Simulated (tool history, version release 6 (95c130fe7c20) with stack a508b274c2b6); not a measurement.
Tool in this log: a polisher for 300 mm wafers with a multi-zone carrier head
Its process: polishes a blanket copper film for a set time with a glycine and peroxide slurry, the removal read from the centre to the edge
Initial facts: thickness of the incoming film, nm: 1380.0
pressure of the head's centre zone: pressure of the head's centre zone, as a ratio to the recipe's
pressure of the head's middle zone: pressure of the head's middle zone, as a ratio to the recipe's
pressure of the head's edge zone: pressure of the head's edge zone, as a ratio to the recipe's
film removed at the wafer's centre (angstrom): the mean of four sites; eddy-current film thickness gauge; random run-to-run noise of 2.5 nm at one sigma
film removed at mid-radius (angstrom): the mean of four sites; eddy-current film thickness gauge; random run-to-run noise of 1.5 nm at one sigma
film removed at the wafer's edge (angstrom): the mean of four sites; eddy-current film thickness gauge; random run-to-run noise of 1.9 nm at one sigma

run,hour,flow of slurry (ml/min),pressure of the head's centre zone,pressure of the head's middle zone,pressure of the head's edge zone,polishing time (s),film removed at the wafer's centre (angstrom),film removed at mid-radius (angstrom),film removed at the wafer's edge (angstrom)
1,0.0,220,1.00,1.00,1.00,36,1578.4,1537.3,1510.6
2,1.4,220,1.00,1.00,1.06,36,1566.7,1569.5,1557.2
3,7.3,220,1.00,1.00,1.10,36,1572.9,1562.8,1547.5
4,15.5,220,0.96,1.00,1.10,36,1487.8,1557.2,1579.5
5,20.9,230,0.95,0.96,1.13,39,1612.3,1655.4,1733.4
6,29.1,235,0.94,0.93,1.15,41,1678.4,1689.7,1870.1
7,32.8,245,0.94,0.92,1.16,42,1718.6,1748.4,1905.4
8,40.3,240,0.94,0.91,1.17,43,1782.6,1724.5,1981.3

Estimate the outcome of run 9 from the log above:
9,45.0,245,0.93,0.91,1.18,43,?,?,?

{"run 9": {"film removed at the wafer's centre (angstrom)": 1746.7, "film removed at mid-radius (angstrom)": 1785.2, "film removed at the wafer's edge (angstrom)": 2010.5}}
